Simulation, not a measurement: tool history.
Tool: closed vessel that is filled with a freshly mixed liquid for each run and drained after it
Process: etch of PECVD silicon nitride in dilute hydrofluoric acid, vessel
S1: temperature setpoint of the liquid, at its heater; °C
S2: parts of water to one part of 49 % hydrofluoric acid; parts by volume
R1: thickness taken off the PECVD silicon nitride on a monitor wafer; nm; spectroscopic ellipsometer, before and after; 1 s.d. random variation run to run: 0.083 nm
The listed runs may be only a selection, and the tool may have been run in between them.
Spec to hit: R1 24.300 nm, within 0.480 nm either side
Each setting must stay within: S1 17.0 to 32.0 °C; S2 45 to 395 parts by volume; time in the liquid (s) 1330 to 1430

{"run": 1, "day": 0.0, "S1": 24.0, "S2": 220, "time in the liquid (s)": 1330, "R1": 33.075}
{"run": 2, "day": 0.333, "S1": 23.5, "S2": 220, "time in the liquid (s)": 1330, "R1": 31.832}
{"run": 3, "day": 0.533, "S1": 23.5, "S2": 260, "time in the liquid (s)": 1330, "R1": 26.986}
{"run": 4, "day": 0.862, "S1": 23.5, "S2": 260, "time in the liquid (s)": 1430, "R1": 29.004}
{"run": 5, "day": 1.179, "S1": 23.5, "S2": 185, "time in the liquid (s)": 1430, "R1": 40.407}
{"run": 6, "day": 1.283, "S1": 23.5, "S2": 160, "time in the liquid (s)": 1430, "R1": 47.116}
{"run": 7, "day": 1.592, "S1": 22.5, "S2": 165, "time in the liquid (s)": 1430, "R1": 42.665}
{"run": 8, "day": 1.625, "S1": 22.0, "S2": 170, "time in the liquid (s)": 1430, "R1": 39.905}
{"run": 9, "day": 1.912, "S1": 21.5, "S2": 175, "time in the liquid (s)": 1430, "R1": 37.604}
{"run": 10, "day": 2.062, "S1": 21.0, "S2": 180, "time in the liquid (s)": 1430, "R1": 35.661}
{"day": 2.338, "done": "hydrofluoric acid flow meter replaced"}
{"run": 11, "day": 2.338, "S1": 20.5, "S2": 185, "time in the liquid (s)": 1430, "R1": 37.104}
{"run": 12, "day": 2.671, "S1": 20.0, "S2": 195, "time in the liquid (s)": 1430, "R1": 33.803}
{"run": 13, "day": 2.762, "S1": 19.5, "S2": 200, "time in the liquid (s)": 1430, "R1": 32.286}
{"run": 14, "day": 3.1, "S1": 19.0, "S2": 205, "time in the liquid (s)": 1430, "R1": 30.301}
{"run": 15, "day": 3.462, "S1": 17.0, "S2": 230, "time in the liquid (s)": 1430, "R1": 23.85}

5 next moves are on the table. One of them brings every result within its allowed miss. Which?
{"run": "A", "day": 3.825, "S1": 17.0, "S2": 210, "time in the liquid (s)": 1350, "R1": "?"}
{"run": "B", "day": 3.825, "S1": 17.0, "S2": 225, "time in the liquid (s)": 1335, "R1": "?"}
{"run": "C", "day": 3.825, "S1": 17.0, "S2": 225, "time in the liquid (s)": 1365, "R1": "?"}
{"run": "D", "day": 3.825, "S1": 22.5, "S2": 335, "time in the liquid (s)": 1420, "R1": "?"}
{"run": "E", "day": 3.825, "S1": 19.0, "S2": 260, "time in the liquid (s)": 1365, "R1": "?"}

move=A R1=24.572
move=B R1=22.747
move=C R1=23.258
move=D R1=23.433
move=E R1=23.101
A: all results land within tolerance of their targets
B: the biggest miss grows against the last run
C: the biggest miss grows against the last run
D: the biggest miss grows against the last run
E: the biggest miss grows against the last run
The right move is A.

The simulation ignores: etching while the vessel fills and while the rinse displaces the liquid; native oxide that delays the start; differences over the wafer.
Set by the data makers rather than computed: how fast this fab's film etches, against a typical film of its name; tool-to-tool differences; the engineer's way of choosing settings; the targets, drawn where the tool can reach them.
